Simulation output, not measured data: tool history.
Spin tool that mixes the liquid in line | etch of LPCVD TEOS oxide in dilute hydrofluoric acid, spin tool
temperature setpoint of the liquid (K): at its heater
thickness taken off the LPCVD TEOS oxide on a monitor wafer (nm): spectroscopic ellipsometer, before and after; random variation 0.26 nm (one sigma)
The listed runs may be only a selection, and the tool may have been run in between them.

run    day  temperature setpoint of the liquid (K)  parts of water to one part of 49 % hydrofluoric acid (parts by volume)  time under the liquid (s)  thickness taken off the LPCVD TEOS oxide on a monitor wafer (nm)
  1      0                                  299.15                                                                      70                        225                                                            60.999
  2  0.212                                  299.15                                                                      60                        225                                                            72.348
  3  0.479                                  296.65                                                                      60                        225                                                            64.974
  4  0.758                                  295.15                                                                      60                        225                                                             60.67
  5  0.962                                  294.15                                                                      60                        225                                                            58.979
  6   1.15                                  294.15                                                                      60                        240                                                            62.923
  7  1.271                                  293.15                                                                      65                        240                                                            55.222

Estimate the outcome of run 8 from the log above:
  8  1.446                                  292.65                                                                      65                        240                                                                 ?

thickness taken off the LPCVD TEOS oxide on a monitor wafer (nm): 54.134
